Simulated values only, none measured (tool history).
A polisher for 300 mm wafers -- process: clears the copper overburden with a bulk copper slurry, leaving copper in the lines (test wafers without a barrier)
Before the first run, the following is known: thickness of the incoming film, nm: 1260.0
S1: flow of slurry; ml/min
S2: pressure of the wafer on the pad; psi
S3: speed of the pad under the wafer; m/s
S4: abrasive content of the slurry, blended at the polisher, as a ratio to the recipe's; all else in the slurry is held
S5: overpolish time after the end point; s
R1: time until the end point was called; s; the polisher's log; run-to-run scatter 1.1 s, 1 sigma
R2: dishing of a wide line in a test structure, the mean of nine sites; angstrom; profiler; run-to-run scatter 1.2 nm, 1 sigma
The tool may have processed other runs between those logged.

Run 1, hour 0.0: S1 175 ml/min, S2 3.4 psi, S3 1.06 m/s, S4 1.0, S5 26 s. Result: R1 103.260 s, R2 1015.70 angstrom.
Run 2, hour 4.6: S1 175 ml/min, S2 3.4 psi, S3 1.06 m/s, S4 1.0, S5 17 s. Result: R1 104.180 s, R2 878.31 angstrom.
Run 3, hour 7.6: S1 175 ml/min, S2 4.0 psi, S3 1.06 m/s, S4 1.0, S5 17 s. Result: R1 89.124 s, R2 967.95 angstrom.
Run 4, hour 15.0: S1 175 ml/min, S2 3.5 psi, S3 1.06 m/s, S4 1.0, S5 17 s. Result: R1 100.350 s, R2 874.98 angstrom.
Run 5, hour 16.0: S1 175 ml/min, S2 3.5 psi, S3 1.06 m/s, S4 1.0, S5 21 s. Result: R1 101.560 s, R2 950.20 angstrom.
Run 6, hour 23.6: S1 195 ml/min, S2 3.5 psi, S3 1.06 m/s, S4 1.0, S5 21 s. Result: R1 101.500 s, R2 990.12 angstrom.

Forecast run 7:
Run 7, hour 27.1: S1 175 ml/min, S2 3.3 psi, S3 1.14 m/s, S4 1.0, S5 18 s. Result: R1 ?, R2 ?.

R1: 98.968 s
R2: 870.28 angstrom
